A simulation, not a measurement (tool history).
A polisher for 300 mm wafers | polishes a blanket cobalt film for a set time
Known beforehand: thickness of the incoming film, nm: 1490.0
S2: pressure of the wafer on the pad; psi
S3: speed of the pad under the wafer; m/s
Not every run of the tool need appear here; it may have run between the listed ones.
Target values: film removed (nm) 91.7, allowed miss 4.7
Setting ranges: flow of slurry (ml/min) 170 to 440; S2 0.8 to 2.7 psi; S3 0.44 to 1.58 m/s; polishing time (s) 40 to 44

Run 1, day 0: flow of slurry (ml/min) 280, S2 1.7 psi, S3 1 m/s, polishing time (s) 44. Result: film removed (nm) 152.17.
Run 2, day 0.108: flow of slurry (ml/min) 280, S2 1.5 psi, S3 0.98 m/s, polishing time (s) 44. Result: film removed (nm) 143.99.
Run 3, day 0.242: flow of slurry (ml/min) 280, S2 1.9 psi, S3 0.98 m/s, polishing time (s) 44. Result: film removed (nm) 163.01.
Run 4, day 0.567: flow of slurry (ml/min) 280, S2 1.7 psi, S3 0.92 m/s, polishing time (s) 44. Result: film removed (nm) 152.29.
Run 5, day 0.642: flow of slurry (ml/min) 320, S2 1.7 psi, S3 0.92 m/s, polishing time (s) 44. Result: film removed (nm) 150.39.
Run 6, day 0.7: flow of slurry (ml/min) 320, S2 1.5 psi, S3 0.86 m/s, polishing time (s) 44. Result: film removed (nm) 133.08.
Run 7, day 0.967: flow of slurry (ml/min) 320, S2 1.3 psi, S3 0.82 m/s, polishing time (s) 44. Result: film removed (nm) 117.13.
Run 8, day 1.117: flow of slurry (ml/min) 320, S2 1.3 psi, S3 0.82 m/s, polishing time (s) 44. Result: film removed (nm) 114.96.

Which single option among these 5 for the next run brings every result within its allowed miss of target? Just one does.
Run A, day 1.267: flow of slurry (ml/min) 345, S2 1 psi, S3 0.68 m/s, polishing time (s) 40. Result: film removed (nm) ?.
Run B, day 1.267: flow of slurry (ml/min) 340, S2 1 psi, S3 0.68 m/s, polishing time (s) 40. Result: film removed (nm) ?.
Run C, day 1.267: flow of slurry (ml/min) 375, S2 1.4 psi, S3 0.68 m/s, polishing time (s) 42. Result: film removed (nm) ?.
Run D, day 1.267: flow of slurry (ml/min) 305, S2 1 psi, S3 0.92 m/s, polishing time (s) 40. Result: film removed (nm) ?.
Run E, day 1.267: flow of slurry (ml/min) 320, S2 1.2 psi, S3 0.98 m/s, polishing time (s) 44. Result: film removed (nm) ?.

move  film removed (nm)
   A             80.516
   B              80.42
   C              107.8
   D             93.859
   E             121.97
A: takes the result that was furthest off past its target
B: takes the result that was furthest off past its target
C: moves toward the targets from the last run without getting all of them in spec
D: in spec on every target
E: its largest miss is bigger than the last run's
The move that meets every target is D.

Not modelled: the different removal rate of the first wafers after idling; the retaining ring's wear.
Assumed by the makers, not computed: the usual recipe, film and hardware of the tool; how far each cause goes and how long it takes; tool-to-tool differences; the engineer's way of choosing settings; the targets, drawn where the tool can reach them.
